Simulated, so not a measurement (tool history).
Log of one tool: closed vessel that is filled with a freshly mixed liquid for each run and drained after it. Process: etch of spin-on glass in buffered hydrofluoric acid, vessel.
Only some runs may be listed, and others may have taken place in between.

run	hour	temperature setpoint of the liquid (°C)	parts of 40 % ammonium fluoride to one part of 49 % hydrofluoric acid (parts by volume)	time in the liquid (s)	thickness taken off the spin-on glass on a monitor wafer (Å)
1	0	24	20	90	1182.3
2	8.5	26.5	20	90	1338.2
3	10.7	30	20	90	1680.1
4	14.5	30.5	18.5	90	1814.5
5	18.9	30.5	18.5	100	1994.3
6	19.5	32	18.5	100	2212.8

Estimate the outcome of run 7 from the log above:
7	27.9	32	18	100	?

thickness taken off the spin-on glass on a monitor wafer (Å): 2230.5
